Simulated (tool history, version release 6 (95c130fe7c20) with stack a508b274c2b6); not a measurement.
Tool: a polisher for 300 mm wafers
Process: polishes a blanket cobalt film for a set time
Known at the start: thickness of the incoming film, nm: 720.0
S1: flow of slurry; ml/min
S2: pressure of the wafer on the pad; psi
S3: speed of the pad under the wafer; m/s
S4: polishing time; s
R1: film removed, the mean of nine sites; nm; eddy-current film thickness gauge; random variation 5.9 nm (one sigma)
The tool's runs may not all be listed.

run  hour   S1   S2    S3  S4      R1
  1     0  210  1.9  0.82  90  411.42
  2   1.7  250  1.9  0.82  90  425.42
  3   3.6  255  2.1  0.82  90  460.32
  4   4.7  255  2.2  0.84  90  482.68
  5   7.5  255  2.3  0.86  90  507.11
  6  13.6  255  2.3  1.02  90  597.94
  7  18.9  255  2.4  1.02  90  618.57
  8  19.4  255  2.5  1.02  90  635.17
  9  25.2  260  2.6  1.02  90   662.7

The next listed run, before its measurement:
 10  33.9  265   3  1.02  90   ?

R1: 730.43 nm
